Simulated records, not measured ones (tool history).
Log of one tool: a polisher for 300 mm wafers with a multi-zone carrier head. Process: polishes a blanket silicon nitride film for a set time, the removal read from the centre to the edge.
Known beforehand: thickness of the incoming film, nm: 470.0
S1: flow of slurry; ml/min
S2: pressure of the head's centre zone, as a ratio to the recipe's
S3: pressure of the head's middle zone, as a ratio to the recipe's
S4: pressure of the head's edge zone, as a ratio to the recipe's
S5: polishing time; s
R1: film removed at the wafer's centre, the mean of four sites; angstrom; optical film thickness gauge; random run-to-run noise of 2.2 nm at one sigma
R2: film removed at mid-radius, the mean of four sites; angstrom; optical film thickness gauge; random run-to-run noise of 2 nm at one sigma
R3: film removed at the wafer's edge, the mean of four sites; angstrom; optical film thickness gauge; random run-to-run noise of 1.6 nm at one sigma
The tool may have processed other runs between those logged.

run 1 hour=0.0 | S1=240 S2=1.00 S3=1.00 S4=1.00 S5=56 | R1=1495.7 R2=1458.2 R3=1452.9
run 2 hour=8.4 | S1=240 S2=1.00 S3=1.00 S4=1.04 S5=56 | R1=1438.1 R2=1436.3 R3=1467.7
run 3 hour=16.2 | S1=245 S2=1.00 S3=0.99 S4=1.07 S5=59 | R1=1540.3 R2=1514.4 R3=1560.7
run 4 hour=21.6 | S1=245 S2=1.00 S3=0.95 S4=1.07 S5=59 | R1=1532.8 R2=1476.8 R3=1560.9
run 5 hour=26.9 | S1=245 S2=0.99 S3=0.93 S4=1.10 S5=61 | R1=1576.7 R2=1490.9 R3=1618.9
run 6 hour=27.4 | S1=245 S2=0.99 S3=0.88 S4=1.10 S5=61 | R1=1557.1 R2=1428.3 R3=1643.4

Predict the results of run 7:
run 7 hour=35.9 | S1=245 S2=0.99 S3=0.88 S4=1.10 S5=61 | R1=? R2=? R3=?

{"run 7": {"R1": 1544.6, "R2": 1398.3, "R3": 1606.7}}
